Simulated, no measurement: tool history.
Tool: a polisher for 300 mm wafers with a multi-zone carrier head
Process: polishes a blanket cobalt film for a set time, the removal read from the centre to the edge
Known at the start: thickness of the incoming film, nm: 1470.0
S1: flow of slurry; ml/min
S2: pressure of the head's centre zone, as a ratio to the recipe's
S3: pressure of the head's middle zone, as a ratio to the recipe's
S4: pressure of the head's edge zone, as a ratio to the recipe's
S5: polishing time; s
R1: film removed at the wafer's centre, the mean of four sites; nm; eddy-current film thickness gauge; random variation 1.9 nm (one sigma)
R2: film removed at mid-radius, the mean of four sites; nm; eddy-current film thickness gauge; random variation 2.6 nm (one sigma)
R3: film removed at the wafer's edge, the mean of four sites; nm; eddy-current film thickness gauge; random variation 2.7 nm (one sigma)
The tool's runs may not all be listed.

run    day   S1    S2    S3    S4  S5      R1      R2      R3
  1  0.000  215  1.00  1.00  1.00  67  351.01  353.58  345.28
  2  0.217  215  1.00  1.00  0.95  67  348.13  354.81  344.43
  3  0.583  215  0.94  1.00  0.95  67  327.47  345.45  341.45
  4  0.667  215  0.90  1.00  0.95  67  313.55  350.66  336.79
  5  0.833  205  0.89  0.96  0.94  64  294.49  325.88  328.65
  6  1.150  205  0.89  0.96  1.02  64  293.05  323.25  335.99
  7  1.246  210  0.90  0.94  1.00  60  281.46  299.59  314.41
  8  1.479  215  0.90  0.92  0.99  57  264.47  286.07  296.79
  9  1.742  210  0.91  0.89  0.99  56  264.55  272.86  286.34
 10  1.783  210  0.91  0.89  0.99  56  266.53  271.20  290.86
 11  2.100  205  0.90  0.87  0.97  55  254.66  260.56  282.58

Forecast run 12:
 12  2.446  200  0.90  0.86  0.96  55   ?   ?   ?

R1: 256.95 nm
R2: 262.73 nm
R3: 279.96 nm
